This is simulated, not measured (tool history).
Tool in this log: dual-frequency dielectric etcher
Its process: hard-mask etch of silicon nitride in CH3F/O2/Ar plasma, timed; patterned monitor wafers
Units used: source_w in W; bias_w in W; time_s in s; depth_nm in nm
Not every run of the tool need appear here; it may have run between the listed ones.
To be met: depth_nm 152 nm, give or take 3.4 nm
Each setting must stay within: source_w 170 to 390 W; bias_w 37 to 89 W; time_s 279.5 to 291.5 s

run 1 day=0 | source_w=280 bias_w=63 time_s=279.5 | depth_nm=173.98
run 2 day=0.146 | source_w=280 bias_w=52 time_s=279.5 | depth_nm=164.23
run 3 day=0.512 | source_w=270 bias_w=51 time_s=279.5 | depth_nm=162.19
run 4 day=0.733 | source_w=270 bias_w=51 time_s=291.5 | depth_nm=168.75
run 5 day=0.942 | source_w=260 bias_w=50 time_s=291.5 | depth_nm=165.92
run 6 day=0.983 | source_w=260 bias_w=50 time_s=291.5 | depth_nm=165.19
run 7 day=1.029 | source_w=250 bias_w=49 time_s=291.5 | depth_nm=161.29
run 8 day=1.392 | source_w=240 bias_w=49 time_s=291.5 | depth_nm=158.59
run 9 day=1.642 | source_w=230 bias_w=49 time_s=291.5 | depth_nm=156.78

4 next moves are on the table. One of them brings every result within its allowed miss. Which?
run A day=1.892 | source_w=220 bias_w=56 time_s=291.5 | depth_nm=?
run B day=1.892 | source_w=240 bias_w=48 time_s=291.5 | depth_nm=?
run C day=1.892 | source_w=240 bias_w=47 time_s=280.5 | depth_nm=?
run D day=1.892 | source_w=230 bias_w=64 time_s=279.5 | depth_nm=?

move=A depth_nm=161.04
move=B depth_nm=158.96
move=C depth_nm=152.01
move=D depth_nm=163.94
A: misses by more than the last run did
B: misses by more than the last run did
C: all results land within tolerance of their targets
D: misses by more than the last run did
Go with C: it meets all targets.

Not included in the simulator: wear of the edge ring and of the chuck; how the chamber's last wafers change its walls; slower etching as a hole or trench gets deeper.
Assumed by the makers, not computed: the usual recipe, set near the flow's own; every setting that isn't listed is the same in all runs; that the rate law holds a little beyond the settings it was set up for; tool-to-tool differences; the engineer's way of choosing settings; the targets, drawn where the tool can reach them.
